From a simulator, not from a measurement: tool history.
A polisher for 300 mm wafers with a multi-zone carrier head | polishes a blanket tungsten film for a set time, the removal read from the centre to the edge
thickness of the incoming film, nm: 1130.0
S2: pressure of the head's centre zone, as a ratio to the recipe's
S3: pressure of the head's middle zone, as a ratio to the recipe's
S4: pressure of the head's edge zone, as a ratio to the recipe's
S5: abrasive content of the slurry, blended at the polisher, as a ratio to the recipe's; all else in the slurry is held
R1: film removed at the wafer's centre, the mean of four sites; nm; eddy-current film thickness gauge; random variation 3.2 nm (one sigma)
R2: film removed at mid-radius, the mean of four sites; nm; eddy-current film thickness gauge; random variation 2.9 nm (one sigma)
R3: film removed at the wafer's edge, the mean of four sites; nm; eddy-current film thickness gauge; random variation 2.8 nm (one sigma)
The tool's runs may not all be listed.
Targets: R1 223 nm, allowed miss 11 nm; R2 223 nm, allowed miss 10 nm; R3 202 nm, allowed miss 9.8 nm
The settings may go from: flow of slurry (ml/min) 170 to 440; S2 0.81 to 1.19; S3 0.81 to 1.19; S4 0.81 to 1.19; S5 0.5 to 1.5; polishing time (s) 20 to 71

Run 1, hour 0: flow of slurry (ml/min) 280, S2 1, S3 1, S4 1, S5 1, polishing time (s) 45. Result: R1 245.41 nm, R2 251.31 nm, R3 250.07 nm.
Run 2, hour 1.9: flow of slurry (ml/min) 325, S2 1, S3 1, S4 1, S5 1, polishing time (s) 45. Result: R1 250.07 nm, R2 254.72 nm, R3 258.48 nm.
Run 3, hour 8.9: flow of slurry (ml/min) 315, S2 1, S3 1, S4 0.98, S5 0.95, polishing time (s) 45. Result: R1 251.4 nm, R2 242.05 nm, R3 249.04 nm.
Run 4, hour 16: flow of slurry (ml/min) 315, S2 0.93, S3 1, S4 0.98, S5 0.95, polishing time (s) 45. Result: R1 237.52 nm, R2 245.61 nm, R3 249.98 nm.
Run 5, hour 18.3: flow of slurry (ml/min) 315, S2 0.93, S3 1, S4 0.98, S5 1, polishing time (s) 45. Result: R1 234.63 nm, R2 254.35 nm, R3 252.47 nm.
Run 6, hour 26.4: flow of slurry (ml/min) 315, S2 0.93, S3 1, S4 0.98, S5 1, polishing time (s) 55. Result: R1 290.2 nm, R2 310.07 nm, R3 305.18 nm.
Run 7, hour 28.3: flow of slurry (ml/min) 305, S2 0.93, S3 1.01, S4 0.96, S5 0.95, polishing time (s) 54. Result: R1 292.22 nm, R2 294.31 nm, R3 288.6 nm.
Run 8, hour 30.8: flow of slurry (ml/min) 335, S2 0.86, S3 1.11, S4 0.92, S5 0.7, polishing time (s) 41. Result: R1 193.98 nm, R2 227.01 nm, R3 202.92 nm.
Run 9, hour 35.8: flow of slurry (ml/min) 335, S2 0.88, S3 1.11, S4 0.91, S5 0.7, polishing time (s) 41. Result: R1 200.38 nm, R2 229.14 nm, R3 199.15 nm.
Run 10, hour 42.9: flow of slurry (ml/min) 335, S2 0.89, S3 1.1, S4 0.91, S5 0.7, polishing time (s) 41. Result: R1 200.07 nm, R2 232.23 nm, R3 202.55 nm.
Run 11, hour 43.5: flow of slurry (ml/min) 335, S2 0.91, S3 1.08, S4 0.91, S5 0.7, polishing time (s) 41. Result: R1 201.89 nm, R2 228.63 nm, R3 203.4 nm.
Run 12, hour 50: flow of slurry (ml/min) 330, S2 0.93, S3 1.07, S4 0.91, S5 0.7, polishing time (s) 41. Result: R1 205.61 nm, R2 223.67 nm, R3 199.58 nm.
Run 13, hour 57.3: flow of slurry (ml/min) 330, S2 0.94, S3 1.07, S4 0.91, S5 0.7, polishing time (s) 41. Result: R1 204.15 nm, R2 218.69 nm, R3 202.62 nm.
Run 14, hour 59.6: flow of slurry (ml/min) 330, S2 0.95, S3 1.07, S4 0.9, S5 0.7, polishing time (s) 41. Result: R1 200.62 nm, R2 226.63 nm, R3 198.7 nm.

4 next moves are on the table. One of them brings every result within its allowed miss. Which?
Run A, hour 61.9: flow of slurry (ml/min) 350, S2 0.86, S3 1.16, S4 0.99, S5 1.1, polishing time (s) 37. Result: R1 ?, R2 ?, R3 ?.
Run B, hour 61.9: flow of slurry (ml/min) 305, S2 1.08, S3 1.19, S4 0.84, S5 0.55, polishing time (s) 43. Result: R1 ?, R2 ?, R3 ?.
Run C, hour 61.9: flow of slurry (ml/min) 285, S2 1.14, S3 1.07, S4 0.95, S5 0.5, polishing time (s) 44. Result: R1 ?, R2 ?, R3 ?.
Run D, hour 61.9: flow of slurry (ml/min) 335, S2 0.83, S3 1.16, S4 0.81, S5 1.1, polishing time (s) 37. Result: R1 ?, R2 ?, R3 ?.

move      R1      R2      R3
   A   196.4  240.32  208.13
   B   221.4  241.57  190.79
   C  227.82  222.04  201.72
   D  191.69  239.46  189.28
A: further off than the last run
B: brings the result that was furthest off to its target, and leaves another outside
C: meets every target
D: further off than the last run
Answer: C
